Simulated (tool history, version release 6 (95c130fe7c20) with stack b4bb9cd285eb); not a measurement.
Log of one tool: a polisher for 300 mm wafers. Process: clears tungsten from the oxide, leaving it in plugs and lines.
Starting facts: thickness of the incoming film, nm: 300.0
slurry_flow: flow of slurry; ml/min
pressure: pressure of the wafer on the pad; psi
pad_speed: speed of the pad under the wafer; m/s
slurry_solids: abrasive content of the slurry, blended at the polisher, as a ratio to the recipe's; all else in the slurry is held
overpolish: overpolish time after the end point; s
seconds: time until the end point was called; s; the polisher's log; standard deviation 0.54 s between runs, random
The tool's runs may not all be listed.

{"run": 1, "day": 0.0, "slurry_flow": 120, "pressure": 2.6, "pad_speed": 1.18, "slurry_solids": 1.0, "overpolish": 8, "seconds": 69.363}
{"run": 2, "day": 0.154, "slurry_flow": 120, "pressure": 2.6, "pad_speed": 1.18, "slurry_solids": 0.9, "overpolish": 8, "seconds": 70.676}
{"run": 3, "day": 0.45, "slurry_flow": 120, "pressure": 2.6, "pad_speed": 1.18, "slurry_solids": 0.9, "overpolish": 7, "seconds": 70.572}
{"run": 4, "day": 0.638, "slurry_flow": 120, "pressure": 2.2, "pad_speed": 1.18, "slurry_solids": 0.9, "overpolish": 7, "seconds": 80.505}
{"run": 5, "day": 0.833, "slurry_flow": 125, "pressure": 2.6, "pad_speed": 1.2, "slurry_solids": 0.9, "overpolish": 7, "seconds": 69.828}
{"run": 6, "day": 0.942, "slurry_flow": 145, "pressure": 2.6, "pad_speed": 1.2, "slurry_solids": 0.9, "overpolish": 7, "seconds": 66.716}

Run 7, settings as shown, results not yet in. Your forecast:
{"run": 7, "day": 1.083, "slurry_flow": 145, "pressure": 2.8, "pad_speed": 1.2, "slurry_solids": 0.9, "overpolish": 7, "seconds": "?"}

seconds: 62.058 s

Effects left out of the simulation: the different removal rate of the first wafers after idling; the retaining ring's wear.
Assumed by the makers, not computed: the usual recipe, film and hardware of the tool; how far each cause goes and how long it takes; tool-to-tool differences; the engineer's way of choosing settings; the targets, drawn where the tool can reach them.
